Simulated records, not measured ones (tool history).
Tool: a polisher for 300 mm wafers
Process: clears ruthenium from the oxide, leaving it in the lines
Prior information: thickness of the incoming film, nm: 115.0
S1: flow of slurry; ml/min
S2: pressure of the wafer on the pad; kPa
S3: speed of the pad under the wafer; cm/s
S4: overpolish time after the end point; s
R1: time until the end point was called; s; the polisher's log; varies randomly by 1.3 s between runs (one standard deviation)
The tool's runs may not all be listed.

{"run": 1, "hour": 0.0, "S1": 170, "S2": 17.2, "S3": 90, "S4": 51, "R1": 90.87}
{"run": 2, "hour": 4.0, "S1": 200, "S2": 17.2, "S3": 90, "S4": 51, "R1": 91.11}
{"run": 3, "hour": 8.7, "S1": 200, "S2": 17.2, "S3": 90, "S4": 51, "R1": 89.752}
{"run": 4, "hour": 17.0, "S1": 200, "S2": 17.2, "S3": 90, "S4": 51, "R1": 87.293}
{"hour": 21.0, "done": "head pressure recalibrated"}
{"run": 5, "hour": 21.0, "S1": 195, "S2": 17.2, "S3": 90, "S4": 51, "R1": 81.42}
{"run": 6, "hour": 23.0, "S1": 190, "S2": 16.5, "S3": 90, "S4": 51, "R1": 85.009}
{"run": 7, "hour": 29.9, "S1": 190, "S2": 16.5, "S3": 88, "S4": 51, "R1": 86.785}
{"run": 8, "hour": 37.1, "S1": 190, "S2": 16.5, "S3": 84, "S4": 51, "R1": 91.821}

Run 9, settings as shown, results not yet in. Your forecast:
{"run": 9, "hour": 37.6, "S1": 190, "S2": 15.9, "S3": 84, "S4": 51, "R1": "?"}

R1: 94.089 s

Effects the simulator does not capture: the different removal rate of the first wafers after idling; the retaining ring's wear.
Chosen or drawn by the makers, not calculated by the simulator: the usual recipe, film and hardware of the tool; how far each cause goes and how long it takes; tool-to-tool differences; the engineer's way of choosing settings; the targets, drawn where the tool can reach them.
